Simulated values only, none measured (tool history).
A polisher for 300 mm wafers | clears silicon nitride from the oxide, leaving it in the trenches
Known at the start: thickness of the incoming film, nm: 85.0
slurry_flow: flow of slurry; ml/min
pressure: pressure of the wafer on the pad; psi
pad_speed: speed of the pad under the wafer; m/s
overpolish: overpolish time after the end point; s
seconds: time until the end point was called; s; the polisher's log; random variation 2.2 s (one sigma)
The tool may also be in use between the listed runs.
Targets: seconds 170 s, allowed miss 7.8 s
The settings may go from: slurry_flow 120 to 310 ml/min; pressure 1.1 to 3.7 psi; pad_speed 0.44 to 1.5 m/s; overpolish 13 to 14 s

run 1 day=0 | slurry_flow=200 pressure=2.4 pad_speed=0.96 overpolish=13 | seconds=125.91
run 2 day=0.075 | slurry_flow=200 pressure=2.2 pad_speed=0.96 overpolish=13 | seconds=139.56
run 3 day=0.292 | slurry_flow=165 pressure=2.2 pad_speed=0.96 overpolish=13 | seconds=139.39
run 4 day=0.396 | slurry_flow=165 pressure=2.2 pad_speed=1.14 overpolish=13 | seconds=120.89
run 5 day=0.762 | slurry_flow=165 pressure=2.2 pad_speed=1.14 overpolish=14 | seconds=121.48
run 6 day=0.992 | slurry_flow=165 pressure=2.2 pad_speed=1.38 overpolish=14 | seconds=103.01
run 7 day=1.367 | slurry_flow=165 pressure=1.9 pad_speed=1.36 overpolish=14 | seconds=117.37
run 8 day=1.642 | slurry_flow=165 pressure=1.7 pad_speed=1.34 overpolish=14 | seconds=131.91
run 9 day=2 | slurry_flow=165 pressure=1.5 pad_speed=1.34 overpolish=14 | seconds=150.37
run 10 day=2.258 | slurry_flow=165 pressure=1.4 pad_speed=1.34 overpolish=14 | seconds=154.57

4 next moves are on the table. One of them brings every result within its allowed miss. Which?
run A day=2.517 | slurry_flow=140 pressure=1.3 pad_speed=1.38 overpolish=14 | seconds=?
run B day=2.517 | slurry_flow=185 pressure=1.4 pad_speed=1.48 overpolish=13 | seconds=?
run C day=2.517 | slurry_flow=145 pressure=1.5 pad_speed=1.36 overpolish=14 | seconds=?
run D day=2.517 | slurry_flow=155 pressure=1.6 pad_speed=1.34 overpolish=14 | seconds=?

move=A seconds=174.03
move=B seconds=143.76
move=C seconds=152.95
move=D seconds=143.95
A: meets every target
B: further off than the last run
C: further off than the last run
D: further off than the last run
Answer: A
